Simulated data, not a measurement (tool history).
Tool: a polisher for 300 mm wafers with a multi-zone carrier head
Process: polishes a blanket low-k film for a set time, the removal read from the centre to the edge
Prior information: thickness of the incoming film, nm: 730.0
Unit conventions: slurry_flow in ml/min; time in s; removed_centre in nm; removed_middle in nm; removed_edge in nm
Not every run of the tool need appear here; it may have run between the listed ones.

Run 1, hour 0: slurry_flow 205 ml/min, centre_zone 1, middle_zone 1, edge_zone 1, slurry_solids 1, time 85 s. Result: removed_centre 25.953 nm, removed_middle 26.724 nm, removed_edge 25.11 nm.
Run 2, hour 6.8: slurry_flow 205 ml/min, centre_zone 1, middle_zone 1, edge_zone 1, slurry_solids 1, time 105 s. Result: removed_centre 32.486 nm, removed_middle 32.709 nm, removed_edge 30.472 nm.
Run 3, hour 13.9: slurry_flow 205 ml/min, centre_zone 1, middle_zone 0.95, edge_zone 1, slurry_solids 1, time 105 s. Result: removed_centre 32.233 nm, removed_middle 31.63 nm, removed_edge 31.5 nm.
Run 4, hour 20.5: slurry_flow 205 ml/min, centre_zone 1.08, middle_zone 0.95, edge_zone 1, slurry_solids 1, time 105 s. Result: removed_centre 34.554 nm, removed_middle 31.05 nm, removed_edge 30.727 nm.
Run 5, hour 24.3: slurry_flow 195 ml/min, centre_zone 1.06, middle_zone 0.92, edge_zone 1, slurry_solids 0.9, time 99 s. Result: removed_centre 29.958 nm, removed_middle 26.811 nm, removed_edge 27.248 nm.
Run 6, hour 26.5: slurry_flow 195 ml/min, centre_zone 1.06, middle_zone 0.92, edge_zone 0.94, slurry_solids 0.9, time 99 s. Result: removed_centre 29.951 nm, removed_middle 26.913 nm, removed_edge 26.27 nm.
Run 7, hour 32.4: slurry_flow 185 ml/min, centre_zone 1.03, middle_zone 0.89, edge_zone 0.96, slurry_solids 0.8, time 96 s. Result: removed_centre 26.334 nm, removed_middle 23.388 nm, removed_edge 24.121 nm.
Run 8, hour 34.5: slurry_flow 175 ml/min, centre_zone 1, middle_zone 0.87, edge_zone 0.96, slurry_solids 0.75, time 95 s. Result: removed_centre 23.892 nm, removed_middle 21.708 nm, removed_edge 22.752 nm.
Run 9, hour 40.5: slurry_flow 165 ml/min, centre_zone 0.98, middle_zone 0.86, edge_zone 0.97, slurry_solids 0.7, time 95 s. Result: removed_centre 21.862 nm, removed_middle 20.098 nm, removed_edge 21.124 nm.
Run 10, hour 45: slurry_flow 155 ml/min, centre_zone 0.97, middle_zone 0.85, edge_zone 0.99, slurry_solids 0.7, time 95 s. Result: removed_centre 21.64 nm, removed_middle 19.915 nm, removed_edge 21.475 nm.
Run 11, hour 47.8: slurry_flow 150 ml/min, centre_zone 0.96, middle_zone 0.84, edge_zone 1, slurry_solids 0.65, time 95 s. Result: removed_centre 19.774 nm, removed_middle 18.575 nm, removed_edge 20.675 nm.

Run 12 has not been measured yet. What should we expect?
Run 12, hour 54: slurry_flow 145 ml/min, centre_zone 0.96, middle_zone 0.83, edge_zone 1, slurry_solids 0.65, time 95 s. Result: removed_centre ?, removed_middle ?, removed_edge ?.

{"run 12": {"removed_centre": 20.035, "removed_middle": 18.313, "removed_edge": 20.219}}
